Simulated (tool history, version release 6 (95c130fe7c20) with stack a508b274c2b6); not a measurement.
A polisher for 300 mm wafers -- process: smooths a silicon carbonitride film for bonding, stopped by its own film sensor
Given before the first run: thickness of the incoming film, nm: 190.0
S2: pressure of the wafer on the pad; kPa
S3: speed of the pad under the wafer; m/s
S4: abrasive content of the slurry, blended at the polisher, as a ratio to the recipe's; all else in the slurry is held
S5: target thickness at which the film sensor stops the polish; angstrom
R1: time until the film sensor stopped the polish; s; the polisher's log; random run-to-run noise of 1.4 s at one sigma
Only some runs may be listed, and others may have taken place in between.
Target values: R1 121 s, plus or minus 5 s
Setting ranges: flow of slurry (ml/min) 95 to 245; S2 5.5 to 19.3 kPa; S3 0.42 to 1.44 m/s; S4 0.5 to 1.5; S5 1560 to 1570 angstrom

run 1 day=0 | flow_of_slurry_(ml/min)=155 S2=12.4 S3=0.92 S4=1 S5=1570 | R1=166.94
run 2 day=0.092 | flow_of_slurry_(ml/min)=155 S2=12.4 S3=0.92 S4=1.1 S5=1570 | R1=158.55
run 3 day=0.383 | flow_of_slurry_(ml/min)=155 S2=12.4 S3=0.92 S4=1.2 S5=1570 | R1=150.63
run 4 day=0.492 | flow_of_slurry_(ml/min)=155 S2=12.4 S3=0.92 S4=1.2 S5=1570 | R1=154.82
run 5 day=0.533 | flow_of_slurry_(ml/min)=160 S2=13.1 S3=0.92 S4=1.2 S5=1570 | R1=147.57
run 6 day=0.842 | flow_of_slurry_(ml/min)=160 S2=14.5 S3=0.92 S4=1.2 S5=1570 | R1=138.06
run 7 day=1.162 | flow_of_slurry_(ml/min)=160 S2=15.2 S3=0.92 S4=1.2 S5=1570 | R1=129.51
run 8 day=1.433 | flow_of_slurry_(ml/min)=160 S2=15.9 S3=0.92 S4=1.2 S5=1570 | R1=127.83

Of the 4 settings listed for the next run, only one would bring every result within its allowed miss of target. Which one?
run A day=1.704 | flow_of_slurry_(ml/min)=215 S2=15.9 S3=0.92 S4=1.25 S5=1570 | R1=?
run B day=1.704 | flow_of_slurry_(ml/min)=140 S2=15.2 S3=0.92 S4=1.1 S5=1570 | R1=?
run C day=1.704 | flow_of_slurry_(ml/min)=100 S2=16.5 S3=1.02 S4=1 S5=1570 | R1=?
run D day=1.704 | flow_of_slurry_(ml/min)=140 S2=15.2 S3=0.98 S4=1.1 S5=1570 | R1=?

move=A R1=119.43
move=B R1=140.28
move=C R1=137.02
move=D R1=133.37
A: every result lands within tolerance
B: lands further from the targets than the last run did
C: lands further from the targets than the last run did
D: lands further from the targets than the last run did
Move A is the one to make.

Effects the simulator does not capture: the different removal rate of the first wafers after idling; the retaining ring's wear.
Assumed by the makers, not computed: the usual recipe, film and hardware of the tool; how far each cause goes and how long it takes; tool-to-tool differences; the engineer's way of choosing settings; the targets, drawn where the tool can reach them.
